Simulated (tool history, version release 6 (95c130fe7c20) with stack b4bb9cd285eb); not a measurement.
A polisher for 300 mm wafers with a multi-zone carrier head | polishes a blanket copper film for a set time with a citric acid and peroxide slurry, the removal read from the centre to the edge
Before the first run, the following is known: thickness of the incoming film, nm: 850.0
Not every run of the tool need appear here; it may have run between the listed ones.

run  hour  flow of slurry (ml/min)  pressure of the head's centre zone  pressure of the head's middle zone  pressure of the head's edge zone  abrasive content of the slurry  polishing time (s)  film removed at the wafer's centre (angstrom)  film removed at mid-radius (angstrom)  film removed at the wafer's edge (angstrom)
  1     0                      150                                   1                                   1                                 1                               1                  30                                         947.42                                 907.28                                        939.9
  2   5.6                      150                                   1                                   1                                 1                            0.85                  30                                         891.99                                 881.09                                        884.1
  3  13.4                      150                                   1                                   1                                 1                            0.85                  34                                         1018.3                                   1010                                       1001.5
  4  15.3                      145                                0.98                                0.98                              0.99                             0.8                  33                                          932.1                                 931.16                                       935.59
  5  20.8                      140                                0.96                                0.96                              0.98                            0.75                  33                                         861.87                                 885.28                                       901.05
  6  23.6                      105                                0.96                                0.96                              0.98                            0.75                  33                                         822.11                                  845.4                                       867.62

Run 7 has not been measured yet. What should we expect?
  7  24.2                      105                                0.95                                0.94                              0.97                             0.7                  33                                              ?                                      ?                                            ?

Run 7 yielded film removed at the wafer's centre (angstrom) 781.02, film removed at mid-radius (angstrom) 794.56, film removed at the wafer's edge (angstrom) 838.38.
